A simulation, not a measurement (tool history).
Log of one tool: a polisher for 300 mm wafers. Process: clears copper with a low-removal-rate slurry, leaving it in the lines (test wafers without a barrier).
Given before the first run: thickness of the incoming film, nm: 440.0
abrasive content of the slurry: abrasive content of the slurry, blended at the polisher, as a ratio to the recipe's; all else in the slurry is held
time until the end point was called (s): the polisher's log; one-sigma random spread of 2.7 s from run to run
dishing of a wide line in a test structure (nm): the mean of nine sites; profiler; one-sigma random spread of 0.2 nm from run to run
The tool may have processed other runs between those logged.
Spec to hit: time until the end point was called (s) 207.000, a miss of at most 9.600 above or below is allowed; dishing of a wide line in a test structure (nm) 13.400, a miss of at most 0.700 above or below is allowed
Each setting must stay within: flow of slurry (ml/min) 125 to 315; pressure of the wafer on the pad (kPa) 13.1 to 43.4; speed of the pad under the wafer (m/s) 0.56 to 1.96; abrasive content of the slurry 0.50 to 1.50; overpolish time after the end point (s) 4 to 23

| run | day | flow of slurry (ml/min) | pressure of the wafer on the pad (kPa) | speed of the pad under the wafer (m/s) | abrasive content of the slurry | overpolish time after the end point (s) | time until the end point was called (s) | dishing of a wide line in a test structure (nm) |
|---|---|---|---|---|---|---|---|---|
| 1 | 0.000 | 205 | 28.3 | 1.26 | 1.00 | 12 | 80.535 | 39.205 |
| 2 | 0.229 | 205 | 28.3 | 1.54 | 1.00 | 12 | 67.151 | 46.539 |
| 3 | 0.388 | 205 | 24.8 | 1.54 | 1.00 | 12 | 74.904 | 41.595 |
| 4 | 0.479 | 205 | 21.4 | 1.24 | 0.95 | 11 | 109.740 | 29.001 |
| 5 | 0.721 | 205 | 19.3 | 1.08 | 0.95 | 10 | 138.210 | 21.183 |
| 6 | 0.950 | 205 | 22.1 | 1.08 | 0.95 | 10 | 119.370 | 24.285 |
| 7 | 1.104 | 205 | 19.3 | 1.00 | 0.95 | 9 | 149.100 | 18.416 |
| 8 | 1.221 | 205 | 17.2 | 0.98 | 0.95 | 9 | 165.100 | 16.743 |
| 9 | 1.367 | 205 | 15.9 | 0.96 | 0.95 | 9 | 180.880 | 14.919 |
| 10 | 1.492 | 200 | 13.1 | 0.94 | 0.95 | 9 | 226.390 | 12.396 |

5 candidate next runs follow, results not yet known. Just one meets every target within its allowed miss. Identify it.
| A | 1.617 | 195 | 13.1 | 0.82 | 1.00 | 10 | ? | ? |
| B | 1.617 | 175 | 13.8 | 1.02 | 0.95 | 9 | ? | ? |
| C | 1.617 | 200 | 13.8 | 0.76 | 1.00 | 11 | ? | ? |
| D | 1.617 | 175 | 13.8 | 1.00 | 0.90 | 8 | ? | ? |
| E | 1.617 | 165 | 15.2 | 0.80 | 0.85 | 11 | ? | ? |

| move | time until the end point was called (s) | dishing of a wide line in a test structure (nm) |
|---|---|---|
| A | 257.040 | 11.971 |
| B | 205.280 | 13.390 |
| C | 262.370 | 12.846 |
| D | 212.720 | 11.609 |
| E | 247.630 | 13.578 |
A: further off than the last run
B: meets every target
C: further off than the last run
D: the furthest-off result lands on target, but another misses its tolerance
E: further off than the last run
B is the move that brings every result within its allowed miss.

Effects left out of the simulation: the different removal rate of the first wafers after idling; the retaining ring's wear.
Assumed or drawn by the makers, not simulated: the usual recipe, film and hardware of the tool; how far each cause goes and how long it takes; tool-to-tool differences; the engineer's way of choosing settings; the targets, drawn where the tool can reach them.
